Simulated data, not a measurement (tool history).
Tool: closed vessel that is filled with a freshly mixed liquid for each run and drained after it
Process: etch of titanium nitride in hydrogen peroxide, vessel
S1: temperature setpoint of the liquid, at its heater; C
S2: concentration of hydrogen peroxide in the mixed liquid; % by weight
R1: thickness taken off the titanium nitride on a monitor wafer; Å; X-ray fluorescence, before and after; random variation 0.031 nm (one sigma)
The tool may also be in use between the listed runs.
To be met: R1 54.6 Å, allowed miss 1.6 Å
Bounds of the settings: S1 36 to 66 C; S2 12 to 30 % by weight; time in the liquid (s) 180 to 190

{"run": 1, "day": 0.0, "S1": 52, "S2": 22.5, "time in the liquid (s)": 180, "R1": 128.11}
{"run": 2, "day": 0.117, "S1": 52, "S2": 25.5, "time in the liquid (s)": 180, "R1": 130.64}
{"run": 3, "day": 0.492, "S1": 52, "S2": 30, "time in the liquid (s)": 180, "R1": 134}
{"run": 4, "day": 0.729, "S1": 49.5, "S2": 30, "time in the liquid (s)": 180, "R1": 113.26}
{"run": 5, "day": 0.9, "S1": 49.5, "S2": 25, "time in the liquid (s)": 180, "R1": 108.43}
{"run": 6, "day": 1.067, "S1": 47.5, "S2": 25, "time in the liquid (s)": 180, "R1": 93.12}
{"run": 7, "day": 1.392, "S1": 46, "S2": 25, "time in the liquid (s)": 180, "R1": 83.726}
{"run": 8, "day": 1.658, "S1": 44.5, "S2": 25, "time in the liquid (s)": 180, "R1": 75.562}
{"run": 9, "day": 1.704, "S1": 44.5, "S2": 25, "time in the liquid (s)": 180, "R1": 74.38}
{"run": 10, "day": 1.938, "S1": 43.5, "S2": 25, "time in the liquid (s)": 180, "R1": 69.973}
{"run": 11, "day": 2.229, "S1": 43, "S2": 25, "time in the liquid (s)": 180, "R1": 66.198}
{"run": 12, "day": 2.258, "S1": 42.5, "S2": 25, "time in the liquid (s)": 180, "R1": 64.177}
{"run": 13, "day": 2.417, "S1": 42, "S2": 25, "time in the liquid (s)": 180, "R1": 61.391}
{"run": 14, "day": 2.608, "S1": 41.5, "S2": 25, "time in the liquid (s)": 180, "R1": 59.782}
{"run": 15, "day": 2.654, "S1": 41, "S2": 25, "time in the liquid (s)": 180, "R1": 57.929}

Which of these 5 next moves meets every target?
{"run": "A", "day": 2.7, "S1": 39.5, "S2": 26.5, "time in the liquid (s)": 190, "R1": "?"}
{"run": "B", "day": 2.7, "S1": 41, "S2": 29, "time in the liquid (s)": 190, "R1": "?"}
{"run": "C", "day": 2.7, "S1": 42, "S2": 23.5, "time in the liquid (s)": 180, "R1": "?"}
{"run": "D", "day": 2.7, "S1": 41, "S2": 25, "time in the liquid (s)": 190, "R1": "?"}
{"run": "E", "day": 2.7, "S1": 40, "S2": 21, "time in the liquid (s)": 180, "R1": "?"}

move=A R1=55.706
move=B R1=63.761
move=C R1=62.252
move=D R1=61.715
move=E R1=52.145
A: meets every target
B: further off than the last run
C: further off than the last run
D: further off than the last run
E: takes the result that was furthest off past its target
Answer: A

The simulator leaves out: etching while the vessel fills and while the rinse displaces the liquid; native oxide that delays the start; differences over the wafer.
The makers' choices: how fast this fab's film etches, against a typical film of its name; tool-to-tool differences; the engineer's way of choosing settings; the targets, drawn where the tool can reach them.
